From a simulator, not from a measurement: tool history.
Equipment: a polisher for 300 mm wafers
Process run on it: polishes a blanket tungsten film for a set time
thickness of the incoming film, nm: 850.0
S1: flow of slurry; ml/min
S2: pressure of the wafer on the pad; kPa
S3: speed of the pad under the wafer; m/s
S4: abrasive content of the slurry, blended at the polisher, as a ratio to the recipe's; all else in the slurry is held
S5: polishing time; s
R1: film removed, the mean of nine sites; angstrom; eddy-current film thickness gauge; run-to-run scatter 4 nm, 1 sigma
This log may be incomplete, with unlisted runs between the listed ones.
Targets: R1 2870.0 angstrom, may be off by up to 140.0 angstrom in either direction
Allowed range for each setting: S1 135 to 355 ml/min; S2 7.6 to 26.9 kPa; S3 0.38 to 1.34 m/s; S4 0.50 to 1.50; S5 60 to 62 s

run    day   S1    S2    S3    S4  S5      R1
  1  0.000  225  17.2  0.86  1.00  60  1557.6
  2  0.325  225  17.2  0.86  1.00  60  1508.1
  3  0.433  225  18.6  0.88  1.00  60  1670.6
  4  0.583  225  18.6  0.76  1.00  60  1458.0
  5  0.725  225  18.6  0.96  1.00  60  1832.9
  6  0.988  225  18.6  0.96  0.80  60  1753.5
  7  1.346  225  20.0  0.96  0.80  60  1832.4
     1.417  -- head pressure recalibrated
  8  1.417  225  20.7  0.98  0.80  60  2166.1
  9  1.562  225  21.4  0.98  0.80  60  2261.0

Consider the 5 candidate settings below. Which is the only one whose results all fall within their allowed miss of target?
  A  1.708  260  24.8  0.62  0.65  60   ?
  B  1.708  210  22.8  0.88  0.65  60   ?
  C  1.708  205  22.1  0.86  0.70  62   ?
  D  1.708  275  26.2  1.02  0.80  62   ?
  E  1.708  170  21.4  1.10  0.85  62   ?

move      R1
   A  1531.9
   B  1963.3
   C  1950.8
   D  2773.5
   E  2442.4
A: the biggest miss grows against the last run
B: the biggest miss grows against the last run
C: the biggest miss grows against the last run
D: every result lands within tolerance
E: an improvement on the last run, though not all results are within tolerance
D meets every target.
